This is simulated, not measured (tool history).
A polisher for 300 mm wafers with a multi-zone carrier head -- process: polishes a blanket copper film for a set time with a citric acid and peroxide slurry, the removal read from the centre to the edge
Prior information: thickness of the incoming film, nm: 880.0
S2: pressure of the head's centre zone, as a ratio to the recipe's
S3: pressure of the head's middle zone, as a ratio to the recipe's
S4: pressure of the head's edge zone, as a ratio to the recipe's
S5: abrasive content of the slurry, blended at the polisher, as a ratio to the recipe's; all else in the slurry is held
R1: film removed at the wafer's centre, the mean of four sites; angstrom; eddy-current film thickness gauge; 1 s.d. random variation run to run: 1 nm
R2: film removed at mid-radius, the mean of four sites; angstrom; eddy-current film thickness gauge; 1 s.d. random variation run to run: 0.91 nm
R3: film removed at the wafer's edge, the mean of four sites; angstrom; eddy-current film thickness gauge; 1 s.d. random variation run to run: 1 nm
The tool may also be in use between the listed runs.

run 1 hour=0.0 | flow_of_slurry_(ml/min)=270 S2=1.00 S3=1.00 S4=1.00 S5=1.00 polishing_time_(s)=41 | R1=968.55 R2=982.96 R3=962.84
run 2 hour=7.5 | flow_of_slurry_(ml/min)=270 S2=1.00 S3=1.00 S4=1.03 S5=1.00 polishing_time_(s)=41 | R1=973.89 R2=987.91 R3=973.69
run 3 hour=9.7 | flow_of_slurry_(ml/min)=270 S2=1.00 S3=1.03 S4=1.03 S5=1.00 polishing_time_(s)=41 | R1=960.73 R2=1001.60 R3=970.70
run 4 hour=12.2 | flow_of_slurry_(ml/min)=280 S2=1.03 S3=1.01 S4=1.07 S5=1.15 polishing_time_(s)=42 | R1=1063.40 R2=1063.10 R3=1087.80
run 5 hour=14.4 | flow_of_slurry_(ml/min)=280 S2=1.03 S3=1.01 S4=1.07 S5=1.15 polishing_time_(s)=46 | R1=1180.40 R2=1161.10 R3=1166.20
run 6 hour=21.6 | flow_of_slurry_(ml/min)=280 S2=1.03 S3=0.95 S4=1.07 S5=1.15 polishing_time_(s)=46 | R1=1164.00 R2=1098.70 R3=1178.20
run 7 hour=27.4 | flow_of_slurry_(ml/min)=300 S2=1.06 S3=0.96 S4=1.10 S5=1.15 polishing_time_(s)=46 | R1=1226.40 R2=1116.30 R3=1201.60
run 8 hour=33.3 | flow_of_slurry_(ml/min)=315 S2=1.08 S3=0.97 S4=1.12 S5=1.20 polishing_time_(s)=46 | R1=1266.50 R2=1165.80 R3=1227.90
run 9 hour=34.0 | flow_of_slurry_(ml/min)=325 S2=1.10 S3=0.96 S4=1.14 S5=1.25 polishing_time_(s)=46 | R1=1301.40 R2=1162.40 R3=1257.90
run 10 hour=39.7 | flow_of_slurry_(ml/min)=335 S2=1.11 S3=0.96 S4=1.15 S5=1.30 polishing_time_(s)=46 | R1=1347.40 R2=1172.30 R3=1268.30

Run 11 comes next. What will it give?
run 11 hour=44.7 | flow_of_slurry_(ml/min)=340 S2=1.11 S3=0.96 S4=1.16 S5=1.35 polishing_time_(s)=46 | R1=? R2=? R3=?

R1: 1358.90 angstrom
R2: 1195.40 angstrom
R3: 1302.70 angstrom

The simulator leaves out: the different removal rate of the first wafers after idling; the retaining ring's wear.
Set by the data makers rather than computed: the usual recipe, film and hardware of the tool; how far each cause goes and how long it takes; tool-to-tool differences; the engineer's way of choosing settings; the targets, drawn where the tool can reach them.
